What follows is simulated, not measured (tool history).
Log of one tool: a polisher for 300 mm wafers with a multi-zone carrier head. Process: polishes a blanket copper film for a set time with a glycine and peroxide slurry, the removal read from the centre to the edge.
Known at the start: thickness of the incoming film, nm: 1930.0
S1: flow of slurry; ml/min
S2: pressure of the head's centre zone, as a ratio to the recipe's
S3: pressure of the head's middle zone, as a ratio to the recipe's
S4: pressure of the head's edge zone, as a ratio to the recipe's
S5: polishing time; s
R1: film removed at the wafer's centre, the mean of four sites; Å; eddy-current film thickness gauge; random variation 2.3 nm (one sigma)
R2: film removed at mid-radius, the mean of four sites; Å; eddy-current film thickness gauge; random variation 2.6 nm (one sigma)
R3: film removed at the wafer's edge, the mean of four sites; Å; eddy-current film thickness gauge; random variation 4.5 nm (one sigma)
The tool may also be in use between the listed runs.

| run | hour | S1 | S2 | S3 | S4 | S5 | R1 | R2 | R3 |
|---|---|---|---|---|---|---|---|---|---|
| 1 | 0 | 225 | 1 | 1 | 1 | 73 | 2922.1 | 2824 | 2897.3 |
| 2 | 7.7 | 185 | 1 | 1 | 1 | 73 | 2815 | 2778.9 | 2772.8 |
| 3 | 12.5 | 215 | 1 | 1.01 | 1.04 | 74 | 2944.4 | 2940 | 2986.3 |
| 4 | 20.6 | 215 | 1 | 1.01 | 1.04 | 68 | 2711.4 | 2673 | 2697.7 |
| 5 | 23.3 | 240 | 1 | 1.01 | 1.08 | 70 | 2832.5 | 2789.1 | 2887.4 |
| 6 | 26.8 | 240 | 1 | 1.09 | 1.08 | 70 | 2849.1 | 2963.9 | 2864.2 |

Run 7 comes next. What will it give?
| 7 | 35.2 | 275 | 1 | 0.99 | 1.18 | 82 | ? | ? | ? |

{"run 7": {"R1": 3363.9, "R2": 3262.5, "R3": 3615.2}}

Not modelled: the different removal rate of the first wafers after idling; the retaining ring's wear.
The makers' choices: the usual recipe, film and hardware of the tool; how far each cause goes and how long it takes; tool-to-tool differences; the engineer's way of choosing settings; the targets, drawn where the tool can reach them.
